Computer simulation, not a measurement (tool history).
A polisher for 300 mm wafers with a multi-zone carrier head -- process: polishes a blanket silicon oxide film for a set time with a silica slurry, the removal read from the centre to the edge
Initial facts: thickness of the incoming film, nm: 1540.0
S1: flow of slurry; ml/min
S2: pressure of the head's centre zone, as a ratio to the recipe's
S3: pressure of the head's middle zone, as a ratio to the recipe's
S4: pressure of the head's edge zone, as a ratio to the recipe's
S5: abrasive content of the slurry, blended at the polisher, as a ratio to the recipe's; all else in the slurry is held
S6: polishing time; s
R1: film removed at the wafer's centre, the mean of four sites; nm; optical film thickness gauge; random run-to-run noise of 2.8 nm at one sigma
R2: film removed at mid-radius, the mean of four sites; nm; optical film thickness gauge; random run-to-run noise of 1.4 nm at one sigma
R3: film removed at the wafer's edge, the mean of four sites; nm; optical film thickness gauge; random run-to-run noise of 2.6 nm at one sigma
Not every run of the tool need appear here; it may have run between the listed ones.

run  hour   S1    S2    S3    S4   S5  S6      R1      R2      R3
  1     0  180     1     1     1    1  52  223.65  216.55   204.7
  2   7.2  185  1.01  0.99  1.02    1  52  223.53  216.39  212.08
  3    11  190  1.02  0.98  1.03    1  52  230.91  218.99  211.22
  4  18.1  190  1.02  0.98  1.03    1  59  254.44  246.23  234.32
  5  24.5  190  1.02  0.98  1.03  0.8  59  230.63  218.58  216.51
  6  27.1  145  1.02  0.98  1.03  0.8  59     216   209.7  204.79
     35.5  -- edge zone pressure recalibrated
  7  35.5  155  1.03  0.97  1.04  0.8  59  222.23  209.92  220.65

Run 8 is up next; what results do you expect?
  8  37.8  205  1.13  0.98  0.97  0.8  59   ?   ?   ?

{"run 8": {"R1": 252.17, "R2": 220.62, "R3": 223.14}}

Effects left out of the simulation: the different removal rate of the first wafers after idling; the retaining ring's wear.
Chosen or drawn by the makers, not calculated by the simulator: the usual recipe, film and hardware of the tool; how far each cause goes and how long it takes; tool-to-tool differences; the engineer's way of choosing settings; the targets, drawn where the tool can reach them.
